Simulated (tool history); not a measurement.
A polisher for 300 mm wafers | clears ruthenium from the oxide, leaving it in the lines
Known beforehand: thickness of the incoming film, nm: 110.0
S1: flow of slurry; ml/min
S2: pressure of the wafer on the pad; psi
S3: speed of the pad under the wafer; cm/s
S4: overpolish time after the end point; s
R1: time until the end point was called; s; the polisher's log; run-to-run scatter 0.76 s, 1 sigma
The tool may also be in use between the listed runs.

run 1 day=0.000 | S1=315 S2=1.9 S3=128 S4=9 | R1=88.191
run 2 day=0.308 | S1=315 S2=2.0 S3=128 S4=9 | R1=87.257
run 3 day=0.550 | S1=315 S2=1.7 S3=128 S4=9 | R1=101.120
run 4 day=0.854 | S1=315 S2=1.8 S3=128 S4=9 | R1=94.905
run 5 day=1.012 | S1=315 S2=1.8 S3=128 S4=7 | R1=94.138
run 6 day=1.208 | S1=315 S2=1.9 S3=128 S4=7 | R1=90.707
run 7 day=1.450 | S1=315 S2=2.0 S3=128 S4=7 | R1=86.291
run 8 day=1.821 | S1=315 S2=2.1 S3=128 S4=7 | R1=81.565

Run 9, settings as shown, results not yet in. Your forecast:
run 9 day=2.175 | S1=315 S2=2.2 S3=128 S4=7 | R1=?

For run 9 the tool returned R1 77.606 s.
